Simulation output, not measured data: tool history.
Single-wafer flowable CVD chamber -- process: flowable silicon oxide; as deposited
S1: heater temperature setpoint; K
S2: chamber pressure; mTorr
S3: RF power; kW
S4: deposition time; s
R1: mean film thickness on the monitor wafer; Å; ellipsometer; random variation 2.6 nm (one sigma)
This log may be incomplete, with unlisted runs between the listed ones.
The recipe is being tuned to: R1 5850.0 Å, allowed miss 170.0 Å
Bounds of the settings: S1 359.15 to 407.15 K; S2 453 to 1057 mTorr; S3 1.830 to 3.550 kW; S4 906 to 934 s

| run | hour | S1 | S2 | S3 | S4 | R1 |
|---|---|---|---|---|---|---|
| 1 | 0.0 | 383.15 | 755 | 2.690 | 906 | 3987.3 |
| 2 | 3.6 | 380.15 | 756 | 2.690 | 906 | 4369.5 |
| 3 | 10.1 | 380.15 | 756 | 3.010 | 906 | 4414.1 |
| 4 | 18.0 | 384.15 | 756 | 3.010 | 906 | 3950.9 |
| 5 | 25.6 | 384.15 | 756 | 3.010 | 906 | 3944.9 |
| 6 | 33.9 | 380.15 | 757 | 3.010 | 906 | 4434.9 |
| 7 | 38.5 | 377.15 | 758 | 3.010 | 906 | 4838.2 |
| 8 | 41.8 | 375.15 | 759 | 3.010 | 906 | 5114.0 |
| 9 | 49.0 | 374.15 | 759 | 3.010 | 906 | 5243.9 |
| 10 | 51.3 | 373.15 | 759 | 3.010 | 906 | 5434.7 |
| 11 | 59.2 | 372.15 | 759 | 3.010 | 906 | 5622.1 |

Exactly one of the 5 candidate moves below puts every result within its allowed miss. Which one?
| A | 67.1 | 363.15 | 666 | 2.795 | 906 | ? |
| B | 67.1 | 372.15 | 738 | 2.935 | 906 | ? |
| C | 67.1 | 374.15 | 803 | 3.300 | 934 | ? |
| D | 67.1 | 366.15 | 607 | 3.075 | 906 | ? |
| E | 67.1 | 380.15 | 888 | 2.910 | 934 | ? |

| move | R1 |
|---|---|
| A | 6377.6 |
| B | 5429.0 |
| C | 5761.5 |
| D | 5410.6 |
| E | 5255.0 |
A: the result that was furthest off in the last run now lies on the other side of its target
B: the biggest miss grows against the last run
C: meets every target
D: the biggest miss grows against the last run
E: the biggest miss grows against the last run
Answer: C
